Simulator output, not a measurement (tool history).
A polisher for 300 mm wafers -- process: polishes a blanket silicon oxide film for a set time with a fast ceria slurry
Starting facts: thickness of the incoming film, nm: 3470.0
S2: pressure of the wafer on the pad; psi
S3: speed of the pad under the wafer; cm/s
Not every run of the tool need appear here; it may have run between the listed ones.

Run 1, hour 0.0: flow of slurry (ml/min) 125, S2 2.0 psi, S3 102 cm/s, polishing time (s) 85. Result: film removed (angstrom) 11148.0.
Run 2, hour 1.2: flow of slurry (ml/min) 115, S2 1.7 psi, S3 102 cm/s, polishing time (s) 85. Result: film removed (angstrom) 9348.2.
Run 3, hour 4.3: flow of slurry (ml/min) 110, S2 1.5 psi, S3 102 cm/s, polishing time (s) 85. Result: film removed (angstrom) 8302.6.
Run 4, hour 11.2: flow of slurry (ml/min) 125, S2 1.5 psi, S3 102 cm/s, polishing time (s) 85. Result: film removed (angstrom) 8573.7.
Run 5, hour 19.2: flow of slurry (ml/min) 125, S2 1.5 psi, S3 102 cm/s, polishing time (s) 85. Result: film removed (angstrom) 8549.0.
Run 6, hour 20.4: flow of slurry (ml/min) 125, S2 1.5 psi, S3 114 cm/s, polishing time (s) 85. Result: film removed (angstrom) 9210.6.
At hour 25.4: head pressure recalibrated.
Run 7, hour 25.4: flow of slurry (ml/min) 115, S2 1.4 psi, S3 114 cm/s, polishing time (s) 85. Result: film removed (angstrom) 8199.7.

The next listed run, before its measurement:
Run 8, hour 29.8: flow of slurry (ml/min) 105, S2 1.3 psi, S3 114 cm/s, polishing time (s) 85. Result: film removed (angstrom) ?.

film removed (angstrom): 7443.8
